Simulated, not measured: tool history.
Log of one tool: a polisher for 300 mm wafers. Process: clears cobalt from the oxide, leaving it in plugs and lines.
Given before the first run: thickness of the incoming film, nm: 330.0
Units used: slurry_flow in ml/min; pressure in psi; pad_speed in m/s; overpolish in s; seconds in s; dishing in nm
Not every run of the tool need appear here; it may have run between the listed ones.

run,hour,slurry_flow,pressure,pad_speed,overpolish,seconds,dishing
1,0.0,285,2.1,0.90,16,73.469,42.9570
2,6.0,285,2.1,0.90,10,73.624,32.2960
3,9.0,245,2.1,0.90,10,73.582,31.3560
4,17.6,245,2.1,0.90,14,74.523,39.4510
5,24.3,245,2.1,0.90,21,75.091,49.3990
6,27.2,235,2.0,0.84,19,81.456,45.6270
7,31.1,225,1.8,0.78,17,96.278,37.9510
8,31.9,215,1.7,0.74,15,105.180,33.1130
9,32.5,210,1.6,0.70,13,117.750,28.0300
10,35.3,205,1.5,0.68,12,127.560,24.2680
11,38.2,200,1.4,0.66,11,138.070,21.4840
12,45.8,195,1.3,0.66,10,146.930,18.8400
13,51.8,190,1.3,0.66,9,148.140,17.4850

Run 14 is up next; what results do you expect?
14,58.3,170,1.1,0.56,5,?,?

Run 14 gave seconds 192.680 s, dishing 7.8972 nm.
